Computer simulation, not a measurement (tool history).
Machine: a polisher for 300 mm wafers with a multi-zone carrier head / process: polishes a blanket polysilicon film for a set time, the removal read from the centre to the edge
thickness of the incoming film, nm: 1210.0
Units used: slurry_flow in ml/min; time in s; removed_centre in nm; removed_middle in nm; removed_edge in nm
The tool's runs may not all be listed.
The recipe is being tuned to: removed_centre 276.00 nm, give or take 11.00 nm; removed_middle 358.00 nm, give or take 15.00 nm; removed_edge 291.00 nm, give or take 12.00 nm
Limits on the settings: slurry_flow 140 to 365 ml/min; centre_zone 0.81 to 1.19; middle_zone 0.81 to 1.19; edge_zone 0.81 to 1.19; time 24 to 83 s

{"run": 1, "hour": 0.0, "slurry_flow": 235, "centre_zone": 1.0, "middle_zone": 1.0, "edge_zone": 1.0, "time": 53, "removed_centre": 490.88, "removed_middle": 502.48, "removed_edge": 483.98}
{"run": 2, "hour": 7.7, "slurry_flow": 230, "centre_zone": 0.96, "middle_zone": 1.03, "edge_zone": 0.96, "time": 46, "removed_centre": 418.41, "removed_middle": 445.7, "removed_edge": 423.13}
{"run": 3, "hour": 9.6, "slurry_flow": 230, "centre_zone": 0.96, "middle_zone": 0.98, "edge_zone": 0.96, "time": 46, "removed_centre": 415.78, "removed_middle": 427.6, "removed_edge": 412.48}
{"run": 4, "hour": 15.8, "slurry_flow": 230, "centre_zone": 0.96, "middle_zone": 0.98, "edge_zone": 0.96, "time": 59, "removed_centre": 530.4, "removed_middle": 558.91, "removed_edge": 542.71}
{"run": 5, "hour": 21.0, "slurry_flow": 235, "centre_zone": 0.93, "middle_zone": 1.04, "edge_zone": 0.92, "time": 49, "removed_centre": 428.74, "removed_middle": 477.32, "removed_edge": 445.38}
{"run": 6, "hour": 25.5, "slurry_flow": 270, "centre_zone": 0.93, "middle_zone": 1.04, "edge_zone": 0.92, "time": 49, "removed_centre": 431.96, "removed_middle": 490.74, "removed_edge": 440.09}
{"run": 7, "hour": 26.7, "slurry_flow": 290, "centre_zone": 0.9, "middle_zone": 1.06, "edge_zone": 0.9, "time": 43, "removed_centre": 373.01, "removed_middle": 435.55, "removed_edge": 385.71}
{"run": 8, "hour": 34.4, "slurry_flow": 290, "centre_zone": 0.9, "middle_zone": 1.06, "edge_zone": 0.9, "time": 43, "removed_centre": 360.3, "removed_middle": 441.46, "removed_edge": 391.01}

Which one of the following 5 next-run settings gets every result inside its allowed miss? There is exactly one.
{"run": "A", "hour": 42.1, "slurry_flow": 295, "centre_zone": 0.96, "middle_zone": 1.1, "edge_zone": 0.88, "time": 35, "removed_centre": "?", "removed_middle": "?", "removed_edge": "?"}
{"run": "B", "hour": 42.1, "slurry_flow": 275, "centre_zone": 0.9, "middle_zone": 0.95, "edge_zone": 0.9, "time": 57, "removed_centre": "?", "removed_middle": "?", "removed_edge": "?"}
{"run": "C", "hour": 42.1, "slurry_flow": 365, "centre_zone": 0.86, "middle_zone": 1.12, "edge_zone": 0.82, "time": 33, "removed_centre": "?", "removed_middle": "?", "removed_edge": "?"}
{"run": "D", "hour": 42.1, "slurry_flow": 235, "centre_zone": 1.06, "middle_zone": 1.14, "edge_zone": 0.87, "time": 30, "removed_centre": "?", "removed_middle": "?", "removed_edge": "?"}
{"run": "E", "hour": 42.1, "slurry_flow": 205, "centre_zone": 0.81, "middle_zone": 0.86, "edge_zone": 1.07, "time": 37, "removed_centre": "?", "removed_middle": "?", "removed_edge": "?"}

move=A removed_centre=321.09 removed_middle=364.14 removed_edge=311.69
move=B removed_centre=486.41 removed_middle=520.98 removed_edge=510.97
move=C removed_centre=275.81 removed_middle=354.50 removed_edge=289.39
move=D removed_centre=297.86 removed_middle=315.63 removed_edge=262.06
move=E removed_centre=275.74 removed_middle=303.55 removed_edge=350.16
A: closes in on the targets versus the last run, not all within tolerance yet
B: further off than the last run
C: each result inside its tolerance
D: takes the result that was furthest off past its target
E: closes in on the targets versus the last run, not all within tolerance yet
The right move is C.

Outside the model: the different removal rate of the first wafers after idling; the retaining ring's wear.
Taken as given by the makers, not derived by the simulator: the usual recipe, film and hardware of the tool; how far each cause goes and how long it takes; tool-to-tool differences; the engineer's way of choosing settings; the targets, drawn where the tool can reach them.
